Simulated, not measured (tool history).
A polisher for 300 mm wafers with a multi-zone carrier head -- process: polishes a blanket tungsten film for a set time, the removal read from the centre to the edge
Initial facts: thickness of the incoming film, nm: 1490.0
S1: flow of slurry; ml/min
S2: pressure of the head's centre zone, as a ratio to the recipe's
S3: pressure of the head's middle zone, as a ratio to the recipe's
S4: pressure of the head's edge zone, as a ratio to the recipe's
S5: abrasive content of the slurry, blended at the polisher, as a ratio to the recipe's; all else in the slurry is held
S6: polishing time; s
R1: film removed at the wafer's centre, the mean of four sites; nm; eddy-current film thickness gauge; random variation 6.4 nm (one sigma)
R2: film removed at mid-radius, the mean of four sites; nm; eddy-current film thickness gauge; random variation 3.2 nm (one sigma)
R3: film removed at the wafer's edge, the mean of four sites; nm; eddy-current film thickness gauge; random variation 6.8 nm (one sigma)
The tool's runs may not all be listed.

run 1 hour=0.0 | S1=280 S2=1.00 S3=1.00 S4=1.00 S5=1.00 S6=62 | R1=421.46 R2=435.95 R3=443.69
run 2 hour=8.1 | S1=275 S2=1.00 S3=0.98 S4=1.02 S5=1.00 S6=62 | R1=418.44 R2=421.74 R3=435.61
run 3 hour=14.7 | S1=275 S2=1.00 S3=0.98 S4=1.02 S5=0.80 S6=62 | R1=410.77 R2=407.12 R3=414.83
run 4 hour=21.0 | S1=275 S2=1.00 S3=0.96 S4=1.04 S5=0.90 S6=62 | R1=424.84 R2=412.52 R3=428.95
run 5 hour=23.8 | S1=275 S2=1.00 S3=0.96 S4=1.04 S5=0.90 S6=55 | R1=371.19 R2=363.61 R3=384.74
run 6 hour=27.7 | S1=280 S2=1.00 S3=0.95 S4=1.07 S5=1.00 S6=55 | R1=384.34 R2=370.43 R3=395.58
run 7 hour=31.0 | S1=280 S2=0.99 S3=0.93 S4=1.09 S5=1.10 S6=56 | R1=388.35 R2=375.35 R3=426.23

Forecast run 8:
run 8 hour=37.7 | S1=285 S2=1.00 S3=0.93 S4=1.10 S5=1.15 S6=56 | R1=? R2=? R3=?

Run 8 yielded R1 402.46 nm, R2 377.61 nm, R3 435.24 nm.
